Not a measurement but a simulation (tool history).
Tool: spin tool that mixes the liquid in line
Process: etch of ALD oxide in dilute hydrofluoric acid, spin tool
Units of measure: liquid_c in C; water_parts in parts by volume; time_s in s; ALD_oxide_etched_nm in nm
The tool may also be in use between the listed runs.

run	hour	liquid_c	water_parts	time_s	ALD_oxide_etched_nm
1	0	22	145	290	39.058
2	0.8	22	145	310	41.783
3	5	21	145	310	40.335
4	5.9	20.5	145	310	39.612
5	6.5	23.5	145	310	44.409
6	9.5	22	145	310	41.776
7	10.7	21	145	310	40.344

Estimate the outcome of run 8 from the log above:
8	11.9	20.5	145	310	?

Run 8 produced ALD_oxide_etched_nm 39.735 nm.
